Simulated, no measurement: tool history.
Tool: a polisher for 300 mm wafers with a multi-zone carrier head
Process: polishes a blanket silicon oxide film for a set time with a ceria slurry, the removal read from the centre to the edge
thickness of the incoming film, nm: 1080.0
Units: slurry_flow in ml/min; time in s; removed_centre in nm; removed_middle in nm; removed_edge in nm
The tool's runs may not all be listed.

Run 1, day 0: slurry_flow 170 ml/min, centre_zone 1, middle_zone 1, edge_zone 1, time 76 s. Result: removed_centre 309.24 nm, removed_middle 311.09 nm, removed_edge 319.99 nm.
Run 2, day 0.288: slurry_flow 170 ml/min, centre_zone 1, middle_zone 1, edge_zone 1, time 65 s. Result: removed_centre 262.24 nm, removed_middle 268.28 nm, removed_edge 267.45 nm.
Run 3, day 0.462: slurry_flow 170 ml/min, centre_zone 1.07, middle_zone 1, edge_zone 1, time 65 s. Result: removed_centre 280.04 nm, removed_middle 269.87 nm, removed_edge 271.95 nm.
Run 4, day 0.838: slurry_flow 190 ml/min, centre_zone 1.07, middle_zone 1, edge_zone 1, time 65 s. Result: removed_centre 281.5 nm, removed_middle 271.86 nm, removed_edge 274.1 nm.
Run 5, day 0.946: slurry_flow 170 ml/min, centre_zone 1.07, middle_zone 1, edge_zone 1, time 65 s. Result: removed_centre 281.33 nm, removed_middle 277.38 nm, removed_edge 269.67 nm.
Run 6, day 1.171: slurry_flow 170 ml/min, centre_zone 1.07, middle_zone 1, edge_zone 1, time 47 s. Result: removed_centre 205.89 nm, removed_middle 193.59 nm, removed_edge 198.49 nm.
Run 7, day 1.3: slurry_flow 180 ml/min, centre_zone 1.07, middle_zone 1, edge_zone 1.06, time 51 s. Result: removed_centre 224.42 nm, removed_middle 218.73 nm, removed_edge 216.05 nm.
Run 8, day 1.667: slurry_flow 185 ml/min, centre_zone 1.04, middle_zone 0.97, edge_zone 1.06, time 56 s. Result: removed_centre 239.67 nm, removed_middle 225.46 nm, removed_edge 234.05 nm.

Forecast run 9:
Run 9, day 1.912: slurry_flow 185 ml/min, centre_zone 1, middle_zone 0.96, edge_zone 1.06, time 60 s. Result: removed_centre ?, removed_middle ?, removed_edge ?.

removed_centre: 246.05 nm
removed_middle: 240.24 nm
removed_edge: 261.94 nm
